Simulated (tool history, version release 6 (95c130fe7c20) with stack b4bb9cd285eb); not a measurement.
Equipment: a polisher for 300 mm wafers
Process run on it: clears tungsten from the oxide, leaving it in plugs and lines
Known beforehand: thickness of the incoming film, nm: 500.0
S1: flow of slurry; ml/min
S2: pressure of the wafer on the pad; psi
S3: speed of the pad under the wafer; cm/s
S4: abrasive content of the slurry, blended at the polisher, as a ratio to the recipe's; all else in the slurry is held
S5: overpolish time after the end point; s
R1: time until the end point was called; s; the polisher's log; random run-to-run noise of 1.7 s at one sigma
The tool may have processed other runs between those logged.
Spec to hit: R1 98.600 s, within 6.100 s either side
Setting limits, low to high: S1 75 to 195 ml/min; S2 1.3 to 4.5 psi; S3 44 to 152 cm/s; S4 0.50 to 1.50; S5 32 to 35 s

Run 1, day 0.000: S1 125 ml/min, S2 2.9 psi, S3 98 cm/s, S4 1.00, S5 32 s. Result: R1 157.940 s.
Run 2, day 0.138: S1 125 ml/min, S2 2.2 psi, S3 98 cm/s, S4 1.00, S5 32 s. Result: R1 200.760 s.
Run 3, day 0.204: S1 125 ml/min, S2 2.7 psi, S3 100 cm/s, S4 1.00, S5 32 s. Result: R1 163.380 s.
Run 4, day 0.442: S1 125 ml/min, S2 2.7 psi, S3 76 cm/s, S4 1.00, S5 32 s. Result: R1 213.520 s.
Run 5, day 0.758: S1 105 ml/min, S2 2.7 psi, S3 76 cm/s, S4 1.00, S5 32 s. Result: R1 222.400 s.
Run 6, day 0.933: S1 105 ml/min, S2 2.1 psi, S3 76 cm/s, S4 1.00, S5 32 s. Result: R1 285.520 s.
Run 7, day 1.288: S1 115 ml/min, S2 2.8 psi, S3 78 cm/s, S4 1.00, S5 32 s. Result: R1 203.500 s.
Run 8, day 1.312: S1 120 ml/min, S2 3.3 psi, S3 80 cm/s, S4 1.00, S5 32 s. Result: R1 165.890 s.
Run 9, day 1.592: S1 125 ml/min, S2 4.1 psi, S3 90 cm/s, S4 1.00, S5 32 s. Result: R1 119.150 s.
Run 10, day 1.775: S1 130 ml/min, S2 4.2 psi, S3 92 cm/s, S4 1.00, S5 32 s. Result: R1 114.510 s.
Run 11, day 2.088: S1 130 ml/min, S2 4.3 psi, S3 94 cm/s, S4 1.00, S5 32 s. Result: R1 111.120 s.

Which of these 5 next moves meets every target?
Run A, day 2.400: S1 140 ml/min, S2 4.2 psi, S3 88 cm/s, S4 1.00, S5 32 s. Result: R1 ?.
Run B, day 2.400: S1 130 ml/min, S2 3.9 psi, S3 116 cm/s, S4 0.90, S5 35 s. Result: R1 ?.
Run C, day 2.400: S1 150 ml/min, S2 4.3 psi, S3 86 cm/s, S4 0.90, S5 32 s. Result: R1 ?.
Run D, day 2.400: S1 140 ml/min, S2 4.4 psi, S3 116 cm/s, S4 1.10, S5 35 s. Result: R1 ?.
Run E, day 2.400: S1 105 ml/min, S2 4.4 psi, S3 114 cm/s, S4 1.35, S5 34 s. Result: R1 ?.

move       R1
   A  115.850
   B   98.496
   C  116.900
   D   83.024
   E   85.200
A: further off than the last run
B: all results land within tolerance of their targets
C: further off than the last run
D: moves the result that the last run missed by most past its target, out the other side
E: moves the result that the last run missed by most past its target, out the other side
So the answer is move B, the one that meets all the targets.

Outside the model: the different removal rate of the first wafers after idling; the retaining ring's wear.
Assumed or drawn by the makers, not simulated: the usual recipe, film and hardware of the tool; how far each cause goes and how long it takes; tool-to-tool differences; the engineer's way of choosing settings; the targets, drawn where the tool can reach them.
